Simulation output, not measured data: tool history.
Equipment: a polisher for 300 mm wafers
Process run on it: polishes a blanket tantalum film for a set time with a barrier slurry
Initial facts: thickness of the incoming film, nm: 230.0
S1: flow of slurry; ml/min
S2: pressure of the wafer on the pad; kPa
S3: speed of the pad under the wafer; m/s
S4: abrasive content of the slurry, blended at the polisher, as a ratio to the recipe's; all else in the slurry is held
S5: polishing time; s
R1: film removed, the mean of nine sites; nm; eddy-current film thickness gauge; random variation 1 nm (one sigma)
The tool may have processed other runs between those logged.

run	hour	S1	S2	S3	S4	S5	R1
1	0.0	255	13.8	0.80	1.0	71	88.884
2	4.0	255	15.2	0.80	1.0	71	97.285
3	6.0	255	15.2	0.94	1.0	71	112.020
4	13.5	255	15.9	0.94	1.0	71	116.090
5	16.6	255	15.9	0.82	1.0	71	103.410
6	20.6	255	16.5	0.82	1.0	71	108.240

Run 7 comes next. What will it give?
7	23.1	255	17.2	0.82	1.0	71	?

R1: 113.840 nm
